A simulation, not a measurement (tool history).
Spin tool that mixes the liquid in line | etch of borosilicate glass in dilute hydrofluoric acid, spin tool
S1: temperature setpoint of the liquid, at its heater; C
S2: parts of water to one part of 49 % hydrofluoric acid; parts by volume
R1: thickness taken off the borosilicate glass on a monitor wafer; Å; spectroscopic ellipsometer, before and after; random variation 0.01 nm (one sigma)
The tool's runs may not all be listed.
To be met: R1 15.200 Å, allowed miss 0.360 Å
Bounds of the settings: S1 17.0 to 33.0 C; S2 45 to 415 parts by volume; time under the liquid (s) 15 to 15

{"run": 1, "hour": 0.0, "S1": 25.0, "S2": 230, "time under the liquid (s)": 15, "R1": 21.174}
{"run": 2, "hour": 7.1, "S1": 24.0, "S2": 230, "time under the liquid (s)": 15, "R1": 20.59}
{"run": 3, "hour": 12.3, "S1": 24.0, "S2": 230, "time under the liquid (s)": 15, "R1": 20.322}
{"run": 4, "hour": 13.5, "S1": 23.0, "S2": 230, "time under the liquid (s)": 15, "R1": 19.572}
{"run": 5, "hour": 21.2, "S1": 22.0, "S2": 230, "time under the liquid (s)": 15, "R1": 18.864}
{"run": 6, "hour": 28.0, "S1": 21.5, "S2": 230, "time under the liquid (s)": 15, "R1": 18.593}
{"run": 7, "hour": 36.2, "S1": 21.0, "S2": 230, "time under the liquid (s)": 15, "R1": 18.053}
{"run": 8, "hour": 38.1, "S1": 20.5, "S2": 230, "time under the liquid (s)": 15, "R1": 17.929}
{"run": 9, "hour": 38.9, "S1": 20.0, "S2": 230, "time under the liquid (s)": 15, "R1": 17.443}
{"run": 10, "hour": 46.1, "S1": 19.5, "S2": 230, "time under the liquid (s)": 15, "R1": 17.062}
{"run": 11, "hour": 52.5, "S1": 19.0, "S2": 230, "time under the liquid (s)": 15, "R1": 16.703}

5 next moves are on the table. One of them brings every result within its allowed miss. Which?
{"run": "A", "hour": 58.9, "S1": 18.0, "S2": 250, "time under the liquid (s)": 15, "R1": "?"}
{"run": "B", "hour": 58.9, "S1": 18.5, "S2": 245, "time under the liquid (s)": 15, "R1": "?"}
{"run": "C", "hour": 58.9, "S1": 19.0, "S2": 225, "time under the liquid (s)": 15, "R1": "?"}
{"run": "D", "hour": 58.9, "S1": 18.5, "S2": 215, "time under the liquid (s)": 15, "R1": "?"}
{"run": "E", "hour": 58.9, "S1": 19.5, "S2": 215, "time under the liquid (s)": 15, "R1": "?"}

move=A R1=14.454
move=B R1=15.102
move=C R1=17.075
move=D R1=17.691
move=E R1=18.389
A: takes the result that was furthest off past its target
B: meets every target
C: further off than the last run
D: further off than the last run
E: further off than the last run
The right move is B.

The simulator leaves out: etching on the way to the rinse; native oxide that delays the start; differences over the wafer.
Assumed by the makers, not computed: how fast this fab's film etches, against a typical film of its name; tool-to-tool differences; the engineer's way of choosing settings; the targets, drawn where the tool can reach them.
